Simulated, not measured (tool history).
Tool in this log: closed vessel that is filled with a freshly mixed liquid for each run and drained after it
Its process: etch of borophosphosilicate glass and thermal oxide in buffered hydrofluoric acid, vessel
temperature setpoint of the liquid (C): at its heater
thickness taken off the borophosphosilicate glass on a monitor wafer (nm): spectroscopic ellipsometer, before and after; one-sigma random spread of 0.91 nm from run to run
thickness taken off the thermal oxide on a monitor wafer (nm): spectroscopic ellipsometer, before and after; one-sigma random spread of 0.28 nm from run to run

| run | hour | temperature setpoint of the liquid (C) | parts of 40 % ammonium fluoride to one part of 49 % hydrofluoric acid (parts by volume) | time in the liquid (s) | thickness taken off the borophosphosilicate glass on a monitor wafer (nm) | thickness taken off the thermal oxide on a monitor wafer (nm) |
|---|---|---|---|---|---|---|
| 1 | 0.0 | 22.0 | 12.5 | 60 | 84.291 | 48.047 |
| 2 | 3.8 | 22.0 | 14.5 | 60 | 72.618 | 41.322 |
| 3 | 6.5 | 22.0 | 12.0 | 60 | 87.861 | 50.210 |
| 4 | 8.0 | 22.5 | 12.0 | 60 | 88.353 | 51.405 |
| 5 | 11.5 | 23.0 | 12.0 | 60 | 92.493 | 53.084 |
| 6 | 13.6 | 23.5 | 12.0 | 60 | 93.193 | 54.198 |

Run 7 is up next; what results do you expect?
| 7 | 18.0 | 24.0 | 11.5 | 60 | ? | ? |

thickness taken off the borophosphosilicate glass on a monitor wafer (nm): 100.900
thickness taken off the thermal oxide on a monitor wafer (nm): 58.279

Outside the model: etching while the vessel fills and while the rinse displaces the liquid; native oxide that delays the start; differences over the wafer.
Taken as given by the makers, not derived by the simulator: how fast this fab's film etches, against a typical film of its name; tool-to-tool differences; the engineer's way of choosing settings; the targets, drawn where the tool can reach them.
